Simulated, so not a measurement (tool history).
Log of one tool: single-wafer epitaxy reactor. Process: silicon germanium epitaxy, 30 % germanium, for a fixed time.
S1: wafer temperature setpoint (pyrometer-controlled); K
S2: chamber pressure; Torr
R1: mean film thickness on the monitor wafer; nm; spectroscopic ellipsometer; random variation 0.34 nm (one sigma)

{"run": 1, "hour": 0.0, "S1": 858.15, "S2": 26.6, "R1": 46.722}
{"run": 2, "hour": 8.3, "S1": 861.15, "S2": 26.7, "R1": 49.441}
{"run": 3, "hour": 11.7, "S1": 863.15, "S2": 26.8, "R1": 51.852}
{"run": 4, "hour": 17.9, "S1": 863.15, "S2": 24.9, "R1": 50.417}
{"run": 5, "hour": 23.6, "S1": 865.15, "S2": 25, "R1": 52.319}
{"run": 6, "hour": 29.6, "S1": 867.15, "S2": 25.1, "R1": 55.035}
{"run": 7, "hour": 31.6, "S1": 868.15, "S2": 25.1, "R1": 55.626}
{"run": 8, "hour": 34.4, "S1": 869.15, "S2": 25.2, "R1": 57.425}

The next listed run, before its measurement:
{"run": 9, "hour": 35.6, "S1": 870.15, "S2": 25.2, "R1": "?"}

R1: 58.534 nm
